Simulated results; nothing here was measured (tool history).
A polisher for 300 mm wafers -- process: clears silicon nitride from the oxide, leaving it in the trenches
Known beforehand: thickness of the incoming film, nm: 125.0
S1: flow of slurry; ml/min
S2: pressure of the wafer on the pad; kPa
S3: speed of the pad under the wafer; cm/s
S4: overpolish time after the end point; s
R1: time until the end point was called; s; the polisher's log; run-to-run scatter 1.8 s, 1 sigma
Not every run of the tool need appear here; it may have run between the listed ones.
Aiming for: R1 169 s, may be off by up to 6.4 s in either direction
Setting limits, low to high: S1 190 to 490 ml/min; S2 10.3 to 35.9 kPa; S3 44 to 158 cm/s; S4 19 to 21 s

Run 1, day 0: S1 315 ml/min, S2 22.8 kPa, S3 100 cm/s, S4 19 s. Result: R1 108.44 s.
Run 2, day 0.354: S1 315 ml/min, S2 22.8 kPa, S3 100 cm/s, S4 21 s. Result: R1 109.86 s.
Run 3, day 0.558: S1 315 ml/min, S2 19.3 kPa, S3 100 cm/s, S4 21 s. Result: R1 127.02 s.
Run 4, day 0.65: S1 315 ml/min, S2 19.3 kPa, S3 100 cm/s, S4 21 s. Result: R1 129.89 s.
Run 5, day 0.767: S1 375 ml/min, S2 19.3 kPa, S3 100 cm/s, S4 21 s. Result: R1 124.24 s.
Run 6, day 1.033: S1 375 ml/min, S2 19.3 kPa, S3 118 cm/s, S4 21 s. Result: R1 108.49 s.
Run 7, day 1.058: S1 375 ml/min, S2 17.9 kPa, S3 118 cm/s, S4 21 s. Result: R1 114 s.
Run 8, day 1.204: S1 375 ml/min, S2 16.5 kPa, S3 118 cm/s, S4 21 s. Result: R1 124.53 s.
Run 9, day 1.525: S1 375 ml/min, S2 15.9 kPa, S3 118 cm/s, S4 21 s. Result: R1 132.19 s.
Run 10, day 1.892: S1 370 ml/min, S2 15.2 kPa, S3 118 cm/s, S4 21 s. Result: R1 134.94 s.
Run 11, day 2.075: S1 365 ml/min, S2 14.5 kPa, S3 118 cm/s, S4 21 s. Result: R1 140.72 s.
Run 12, day 2.371: S1 360 ml/min, S2 13.8 kPa, S3 118 cm/s, S4 21 s. Result: R1 149.7 s.
Run 13, day 2.504: S1 350 ml/min, S2 13.8 kPa, S3 118 cm/s, S4 21 s. Result: R1 150 s.
Run 14, day 2.725: S1 340 ml/min, S2 13.8 kPa, S3 118 cm/s, S4 21 s. Result: R1 147.4 s.
Run 15, day 2.854: S1 340 ml/min, S2 13.1 kPa, S3 118 cm/s, S4 21 s. Result: R1 156.98 s.
Run 16, day 3.121: S1 335 ml/min, S2 13.1 kPa, S3 118 cm/s, S4 21 s. Result: R1 159.72 s.
Run 17, day 3.338: S1 330 ml/min, S2 13.1 kPa, S3 118 cm/s, S4 21 s. Result: R1 158.66 s.

Which of these 4 next moves meets every target?
Run A, day 3.554: S1 270 ml/min, S2 11.7 kPa, S3 138 cm/s, S4 19 s. Result: R1 ?.
Run B, day 3.554: S1 335 ml/min, S2 14.5 kPa, S3 112 cm/s, S4 19 s. Result: R1 ?.
Run C, day 3.554: S1 365 ml/min, S2 11.7 kPa, S3 120 cm/s, S4 19 s. Result: R1 ?.
Run D, day 3.554: S1 335 ml/min, S2 13.8 kPa, S3 126 cm/s, S4 19 s. Result: R1 ?.

move      R1
   A  151.04
   B  148.33
   C  168.27
   D  138.53
A: its largest miss is bigger than the last run's
B: its largest miss is bigger than the last run's
C: every result within its allowed miss
D: its largest miss is bigger than the last run's
C is the move that brings every result within its allowed miss.
